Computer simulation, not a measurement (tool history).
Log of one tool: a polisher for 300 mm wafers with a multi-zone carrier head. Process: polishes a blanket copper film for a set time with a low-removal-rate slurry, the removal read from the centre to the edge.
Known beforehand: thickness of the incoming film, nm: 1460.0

run	hour	flow of slurry (ml/min)	pressure of the head's centre zone	pressure of the head's middle zone	pressure of the head's edge zone	abrasive content of the slurry	polishing time (s)	film removed at the wafer's centre (Å)	film removed at mid-radius (Å)	film removed at the wafer's edge (Å)
1	0	165	1	1	1	1	84	1797.4	1810.2	1829.8
2	8.7	165	1	1	0.97	1	84	1828.2	1817	1841.4
3	9.8	160	0.98	0.98	0.98	0.95	84	1734.8	1756.6	1827.4
4	12.4	195	0.98	0.98	0.98	0.95	84	1809.6	1822.4	1868.8
5	18.9	190	0.97	0.97	0.97	0.9	84	1823.1	1791.2	1838.5
6	21.4	165	0.97	0.97	0.97	0.9	84	1705.5	1747	1781.7
7	22.2	160	0.96	0.95	0.97	0.9	84	1720.8	1697.4	1802.4
8	28.1	160	0.96	0.95	0.97	0.9	84	1710.9	1724.9	1757.2

Run 9, settings as shown, results not yet in. Your forecast:
9	29.2	155	0.95	0.93	1	0.9	84	?	?	?

film removed at the wafer's centre (Å): 1647.9
film removed at mid-radius (Å): 1692.9
film removed at the wafer's edge (Å): 1875.2

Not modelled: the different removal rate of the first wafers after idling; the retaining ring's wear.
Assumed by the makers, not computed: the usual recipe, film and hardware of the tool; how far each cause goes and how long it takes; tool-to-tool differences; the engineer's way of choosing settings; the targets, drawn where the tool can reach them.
